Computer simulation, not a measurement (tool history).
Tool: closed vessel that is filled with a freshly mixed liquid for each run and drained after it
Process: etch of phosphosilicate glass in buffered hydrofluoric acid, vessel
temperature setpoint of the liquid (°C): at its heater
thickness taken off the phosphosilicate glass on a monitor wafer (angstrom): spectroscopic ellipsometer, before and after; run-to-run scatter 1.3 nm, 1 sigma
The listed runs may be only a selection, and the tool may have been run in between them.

run	hour	temperature setpoint of the liquid (°C)	parts of 40 % ammonium fluoride to one part of 49 % hydrofluoric acid (parts by volume)	time in the liquid (s)	thickness taken off the phosphosilicate glass on a monitor wafer (angstrom)
1	0.0	20.0	15.0	90	1222.2
2	6.7	20.0	11.5	90	1585.2
3	14.1	20.5	11.5	90	1631.5
4	14.7	21.0	11.5	90	1706.4
5	23.0	21.0	15.0	90	1283.4
6	26.6	22.5	15.0	90	1406.9
7	30.8	23.5	15.0	90	1513.0

The next listed run, before its measurement:
8	37.3	24.0	15.0	90	?

thickness taken off the phosphosilicate glass on a monitor wafer (angstrom): 1529.8
